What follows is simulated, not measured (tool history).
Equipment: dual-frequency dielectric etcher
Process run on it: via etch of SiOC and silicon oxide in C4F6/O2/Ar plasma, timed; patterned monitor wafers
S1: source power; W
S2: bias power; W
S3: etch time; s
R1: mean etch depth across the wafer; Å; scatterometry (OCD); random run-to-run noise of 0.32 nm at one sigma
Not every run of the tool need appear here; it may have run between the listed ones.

run  hour   S1   S2  S3      R1
  1     0  350  237  64  802.36
  2   1.2  290  237  64  738.15
  3   6.1  330  240  64  785.22
  4   9.9  330  240  64  787.79
  5  15.3  290  240  64  744.29
  6  19.5  290  272  64  766.12

Run 7 has not been measured yet. What should we expect?
  7  22.4  320  275  64   ?

R1: 804.78 Å
